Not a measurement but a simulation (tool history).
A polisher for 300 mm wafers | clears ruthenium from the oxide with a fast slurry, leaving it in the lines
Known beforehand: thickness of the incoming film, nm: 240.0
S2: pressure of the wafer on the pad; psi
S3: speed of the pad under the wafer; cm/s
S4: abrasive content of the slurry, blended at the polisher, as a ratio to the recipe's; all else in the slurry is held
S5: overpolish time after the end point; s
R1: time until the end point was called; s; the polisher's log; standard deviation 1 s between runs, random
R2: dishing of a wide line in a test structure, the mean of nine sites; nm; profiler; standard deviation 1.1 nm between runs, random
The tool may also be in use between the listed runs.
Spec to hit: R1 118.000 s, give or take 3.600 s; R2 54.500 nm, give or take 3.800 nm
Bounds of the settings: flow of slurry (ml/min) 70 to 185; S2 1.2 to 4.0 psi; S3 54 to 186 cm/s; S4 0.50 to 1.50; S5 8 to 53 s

run 1 day=0.000 | flow_of_slurry_(ml/min)=120 S2=2.6 S3=118 S4=1.00 S5=27 | R1=61.848 R2=61.709
run 2 day=0.150 | flow_of_slurry_(ml/min)=120 S2=2.6 S3=118 S4=1.00 S5=36 | R1=61.940 R2=69.205
run 3 day=0.458 | flow_of_slurry_(ml/min)=115 S2=2.3 S3=116 S4=1.00 S5=38 | R1=72.301 R2=67.003
run 4 day=0.675 | flow_of_slurry_(ml/min)=110 S2=2.0 S3=116 S4=1.00 S5=39 | R1=82.047 R2=62.814
run 5 day=0.958 | flow_of_slurry_(ml/min)=105 S2=1.8 S3=116 S4=1.00 S5=40 | R1=92.487 R2=58.576
run 6 day=1.042 | flow_of_slurry_(ml/min)=105 S2=1.8 S3=116 S4=1.00 S5=34 | R1=93.024 R2=54.095
run 7 day=1.408 | flow_of_slurry_(ml/min)=100 S2=1.7 S3=116 S4=1.00 S5=36 | R1=100.760 R2=54.548
run 8 day=1.488 | flow_of_slurry_(ml/min)=95 S2=1.7 S3=116 S4=1.00 S5=37 | R1=100.080 R2=53.217
run 9 day=1.842 | flow_of_slurry_(ml/min)=90 S2=1.6 S3=116 S4=1.00 S5=39 | R1=106.590 R2=53.372

Exactly one of the 5 candidate moves below puts every result within its allowed miss. Which one?
run A day=2.196 | flow_of_slurry_(ml/min)=90 S2=1.6 S3=108 S4=0.95 S5=45 | R1=? R2=?
run B day=2.196 | flow_of_slurry_(ml/min)=115 S2=1.6 S3=102 S4=1.15 S5=50 | R1=? R2=?
run C day=2.196 | flow_of_slurry_(ml/min)=90 S2=2.3 S3=80 S4=1.05 S5=40 | R1=? R2=?
run D day=2.196 | flow_of_slurry_(ml/min)=70 S2=1.3 S3=130 S4=1.05 S5=48 | R1=? R2=?
run E day=2.196 | flow_of_slurry_(ml/min)=90 S2=1.3 S3=118 S4=1.00 S5=41 | R1=? R2=?

move=A R1=120.340 R2=54.044
move=B R1=109.430 R2=60.893
move=C R1=108.540 R2=53.548
move=D R1=128.610 R2=53.979
move=E R1=131.440 R2=47.991
A: meets every target
B: better than the last run, though not everything is in spec
C: better than the last run, though not everything is in spec
D: the result that was furthest off in the last run now lies on the other side of its target
E: the result that was furthest off in the last run now lies on the other side of its target
Answer: A

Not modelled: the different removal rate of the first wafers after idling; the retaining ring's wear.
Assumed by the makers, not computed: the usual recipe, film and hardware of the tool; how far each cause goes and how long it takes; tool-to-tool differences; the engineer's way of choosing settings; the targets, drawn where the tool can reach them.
